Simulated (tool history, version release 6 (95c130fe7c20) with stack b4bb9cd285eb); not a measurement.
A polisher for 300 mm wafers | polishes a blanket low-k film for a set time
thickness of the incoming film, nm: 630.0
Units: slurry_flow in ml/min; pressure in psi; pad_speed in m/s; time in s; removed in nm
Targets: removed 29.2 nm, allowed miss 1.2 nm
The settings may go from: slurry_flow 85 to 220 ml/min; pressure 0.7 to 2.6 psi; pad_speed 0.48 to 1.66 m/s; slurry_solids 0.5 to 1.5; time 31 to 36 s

Run 1, hour 0: slurry_flow 140 ml/min, pressure 1.6 psi, pad_speed 1.06 m/s, slurry_solids 1, time 36 s. Result: removed 14.851 nm.
Run 2, hour 8.2: slurry_flow 140 ml/min, pressure 1.6 psi, pad_speed 1.06 m/s, slurry_solids 1.1, time 36 s. Result: removed 15.233 nm.
Run 3, hour 14: slurry_flow 145 ml/min, pressure 1.8 psi, pad_speed 1.06 m/s, slurry_solids 1.1, time 36 s. Result: removed 17.225 nm.
Run 4, hour 14.7: slurry_flow 145 ml/min, pressure 2 psi, pad_speed 1.08 m/s, slurry_solids 1.1, time 36 s. Result: removed 18.744 nm.
Run 5, hour 17.9: slurry_flow 150 ml/min, pressure 2.1 psi, pad_speed 1.12 m/s, slurry_solids 1.1, time 36 s. Result: removed 21.218 nm.
Run 6, hour 26.6: slurry_flow 155 ml/min, pressure 2.2 psi, pad_speed 1.12 m/s, slurry_solids 1.1, time 36 s. Result: removed 22.214 nm.
Run 7, hour 27.8: slurry_flow 160 ml/min, pressure 2.3 psi, pad_speed 1.14 m/s, slurry_solids 1.1, time 36 s. Result: removed 23.061 nm.
Run 8, hour 34.9: slurry_flow 160 ml/min, pressure 2.4 psi, pad_speed 1.16 m/s, slurry_solids 1.1, time 36 s. Result: removed 25.294 nm.
Run 9, hour 36.5: slurry_flow 160 ml/min, pressure 2.4 psi, pad_speed 1.18 m/s, slurry_solids 1.1, time 36 s. Result: removed 25.716 nm.
Run 10, hour 41.9: slurry_flow 175 ml/min, pressure 2.6 psi, pad_speed 1.18 m/s, slurry_solids 1.1, time 36 s. Result: removed 27.742 nm.

4 next moves are on the table. One of them brings every result within its allowed miss. Which?
Run A, hour 47.3: slurry_flow 205 ml/min, pressure 2.6 psi, pad_speed 1.34 m/s, slurry_solids 1.25, time 32 s. Result: removed ?.
Run B, hour 47.3: slurry_flow 185 ml/min, pressure 2.4 psi, pad_speed 1.16 m/s, slurry_solids 1.3, time 35 s. Result: removed ?.
Run C, hour 47.3: slurry_flow 185 ml/min, pressure 2.6 psi, pad_speed 1.04 m/s, slurry_solids 1.15, time 36 s. Result: removed ?.
Run D, hour 47.3: slurry_flow 180 ml/min, pressure 2.6 psi, pad_speed 1.2 m/s, slurry_solids 1.1, time 34 s. Result: removed ?.

move  removed
   A   29.582
   B   26.675
   C   25.912
   D   26.834
A: meets every target
B: further off than the last run
C: further off than the last run
D: further off than the last run
Move A is the one to make.
